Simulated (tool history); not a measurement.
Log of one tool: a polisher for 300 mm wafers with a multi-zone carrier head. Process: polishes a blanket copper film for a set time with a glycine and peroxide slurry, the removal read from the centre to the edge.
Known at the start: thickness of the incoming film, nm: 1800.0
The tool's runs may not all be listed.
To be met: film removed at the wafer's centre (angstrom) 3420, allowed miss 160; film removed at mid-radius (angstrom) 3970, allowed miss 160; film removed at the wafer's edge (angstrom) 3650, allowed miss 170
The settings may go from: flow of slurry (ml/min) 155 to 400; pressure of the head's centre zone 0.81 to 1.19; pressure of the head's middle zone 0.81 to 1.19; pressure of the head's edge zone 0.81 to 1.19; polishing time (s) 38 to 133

run	day	flow of slurry (ml/min)	pressure of the head's centre zone	pressure of the head's middle zone	pressure of the head's edge zone	polishing time (s)	film removed at the wafer's centre (angstrom)	film removed at mid-radius (angstrom)	film removed at the wafer's edge (angstrom)
1	0	255	1	1	1	85	2677.7	2700.7	2672.5
2	0.125	255	0.97	1	1	85	2577.5	2659	2620
3	0.383	255	0.97	1.02	1.01	87	2676	2771.1	2735.4
4	0.754	255	0.97	0.94	1.01	87	2689.6	2611.7	2770.3
5	0.9	295	0.97	0.94	1.01	87	2731.3	2673	2755.9
6	1.038	295	0.97	0.96	1.02	90	2790.2	2880.9	2836.6
7	1.392	290	0.97	0.97	1.03	92	2880.5	2986	2951
8	1.758	290	0.97	0.98	1.04	93	2931.9	2974.3	3014.2

Which of these 4 next moves meets every target?
A	2.125	350	0.92	1.14	0.93	126	?	?	?
B	2.125	385	0.97	0.98	1.02	119	?	?	?
C	2.125	345	0.92	1.05	1.02	114	?	?	?
D	2.125	285	0.99	0.99	1.15	104	?	?	?

move	film removed at the wafer's centre (angstrom)	film removed at mid-radius (angstrom)	film removed at the wafer's edge (angstrom)
A	3724.4	4643	3881.2
B	3736.1	3882.1	3860.6
C	3363.2	3910.3	3670.9
D	3241.4	3335.6	3514.2
A: takes the result that was furthest off past its target
B: brings the result that was furthest off to its target, and leaves another outside
C: meets every target
D: nearer than the last run, and not there yet
Answer: C

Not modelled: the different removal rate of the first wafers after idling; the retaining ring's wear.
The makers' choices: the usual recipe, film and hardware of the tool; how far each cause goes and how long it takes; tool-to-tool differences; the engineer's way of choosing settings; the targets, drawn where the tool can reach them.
